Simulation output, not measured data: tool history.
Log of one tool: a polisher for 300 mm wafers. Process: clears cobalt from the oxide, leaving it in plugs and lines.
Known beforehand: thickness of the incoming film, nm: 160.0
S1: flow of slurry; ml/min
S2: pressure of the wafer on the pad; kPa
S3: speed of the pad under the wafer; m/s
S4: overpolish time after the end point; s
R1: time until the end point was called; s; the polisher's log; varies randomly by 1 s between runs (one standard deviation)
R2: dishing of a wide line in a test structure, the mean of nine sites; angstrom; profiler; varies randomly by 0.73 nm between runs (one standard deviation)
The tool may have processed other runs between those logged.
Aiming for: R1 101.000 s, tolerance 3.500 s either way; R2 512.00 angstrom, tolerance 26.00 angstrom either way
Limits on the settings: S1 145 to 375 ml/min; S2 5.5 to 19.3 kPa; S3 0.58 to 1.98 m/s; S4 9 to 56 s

Run 1, hour 0.0: S1 240 ml/min, S2 12.4 kPa, S3 1.28 m/s, S4 29 s. Result: R1 35.380 s, R2 662.12 angstrom.
Run 2, hour 1.9: S1 235 ml/min, S2 11.0 kPa, S3 1.14 m/s, S4 31 s. Result: R1 43.680 s, R2 621.66 angstrom.
Run 3, hour 7.3: S1 230 ml/min, S2 9.7 kPa, S3 1.02 m/s, S4 34 s. Result: R1 54.560 s, R2 576.92 angstrom.
Run 4, hour 15.4: S1 200 ml/min, S2 9.7 kPa, S3 1.02 m/s, S4 34 s. Result: R1 56.688 s, R2 589.32 angstrom.
Run 5, hour 16.8: S1 200 ml/min, S2 7.6 kPa, S3 1.02 m/s, S4 34 s. Result: R1 70.798 s, R2 500.75 angstrom.
Run 6, hour 24.4: S1 190 ml/min, S2 6.9 kPa, S3 0.98 m/s, S4 37 s. Result: R1 81.031 s, R2 496.22 angstrom.
Run 7, hour 27.2: S1 170 ml/min, S2 5.5 kPa, S3 0.92 m/s, S4 47 s. Result: R1 108.540 s, R2 475.13 angstrom.
Run 8, hour 27.8: S1 180 ml/min, S2 5.5 kPa, S3 0.92 m/s, S4 48 s. Result: R1 108.200 s, R2 493.98 angstrom.
Run 9, hour 35.2: S1 195 ml/min, S2 6.2 kPa, S3 0.92 m/s, S4 48 s. Result: R1 96.626 s, R2 521.79 angstrom.
Run 10, hour 38.5: S1 190 ml/min, S2 6.2 kPa, S3 0.92 m/s, S4 48 s. Result: R1 96.442 s, R2 523.62 angstrom.
Run 11, hour 40.2: S1 185 ml/min, S2 6.2 kPa, S3 0.92 m/s, S4 48 s. Result: R1 95.696 s, R2 515.97 angstrom.
Run 12, hour 46.1: S1 180 ml/min, S2 6.2 kPa, S3 0.92 m/s, S4 48 s. Result: R1 97.066 s, R2 525.06 angstrom.
Run 13, hour 49.1: S1 175 ml/min, S2 6.2 kPa, S3 0.92 m/s, S4 48 s. Result: R1 97.512 s, R2 520.48 angstrom.

Which of these 5 next moves meets every target?
Run A, hour 52.1: S1 150 ml/min, S2 6.2 kPa, S3 1.02 m/s, S4 44 s. Result: R1 ?, R2 ?.
Run B, hour 52.1: S1 145 ml/min, S2 5.5 kPa, S3 1.12 m/s, S4 43 s. Result: R1 ?, R2 ?.
Run C, hour 52.1: S1 145 ml/min, S2 7.6 kPa, S3 0.88 m/s, S4 40 s. Result: R1 ?, R2 ?.
Run D, hour 52.1: S1 200 ml/min, S2 9.0 kPa, S3 0.60 m/s, S4 49 s. Result: R1 ?, R2 ?.
Run E, hour 52.1: S1 160 ml/min, S2 5.5 kPa, S3 1.08 m/s, S4 42 s. Result: R1 ?, R2 ?.

move      R1      R2
   A  88.734  519.70
   B  91.023  505.23
   C  84.984  503.66
   D  99.706  518.21
   E  92.914  492.18
A: the biggest miss grows against the last run
B: the biggest miss grows against the last run
C: the biggest miss grows against the last run
D: all results land within tolerance of their targets
E: the biggest miss grows against the last run
D is the move that brings every result within its allowed miss.
